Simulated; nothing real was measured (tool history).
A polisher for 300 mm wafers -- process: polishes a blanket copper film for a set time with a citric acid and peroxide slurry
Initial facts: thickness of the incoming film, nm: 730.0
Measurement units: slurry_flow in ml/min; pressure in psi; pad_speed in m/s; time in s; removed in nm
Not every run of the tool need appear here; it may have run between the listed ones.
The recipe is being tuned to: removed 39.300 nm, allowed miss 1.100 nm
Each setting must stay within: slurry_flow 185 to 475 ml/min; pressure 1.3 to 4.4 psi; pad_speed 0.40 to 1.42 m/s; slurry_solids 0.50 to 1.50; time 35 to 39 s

| run | day | slurry_flow | pressure | pad_speed | slurry_solids | time | removed |
|---|---|---|---|---|---|---|---|
| 1 | 0.000 | 305 | 2.8 | 0.90 | 1.00 | 39 | 75.708 |
| 2 | 0.058 | 305 | 3.4 | 0.90 | 1.00 | 39 | 90.651 |
| 3 | 0.296 | 305 | 2.8 | 0.84 | 1.00 | 39 | 69.582 |
| 4 | 0.500 | 305 | 2.4 | 0.82 | 1.00 | 39 | 58.806 |
| 5 | 0.875 | 305 | 2.1 | 0.82 | 1.00 | 39 | 51.409 |
| 6 | 0.929 | 305 | 2.6 | 0.82 | 1.00 | 39 | 64.214 |
| 7 | 1.079 | 305 | 2.2 | 0.82 | 1.00 | 39 | 54.296 |
| 8 | 1.229 | 305 | 2.0 | 0.82 | 1.00 | 39 | 49.912 |
| 9 | 1.262 | 305 | 1.8 | 0.82 | 1.00 | 39 | 44.920 |
| 10 | 1.388 | 305 | 1.7 | 0.82 | 1.00 | 39 | 43.089 |

4 next moves are on the table. One of them brings every result within its allowed miss. Which?
| A | 1.512 | 375 | 1.6 | 1.00 | 1.10 | 35 | ? |
| B | 1.512 | 325 | 1.5 | 0.86 | 1.05 | 35 | ? |
| C | 1.512 | 295 | 1.7 | 0.98 | 1.00 | 39 | ? |
| D | 1.512 | 335 | 1.6 | 0.90 | 0.90 | 36 | ? |

| move | removed |
|---|---|
| A | 45.039 |
| B | 35.833 |
| C | 49.784 |
| D | 39.127 |
A: the biggest miss grows against the last run
B: takes the biggest miss from the last run beyond its target
C: the biggest miss grows against the last run
D: all results land within tolerance of their targets
Answer: D
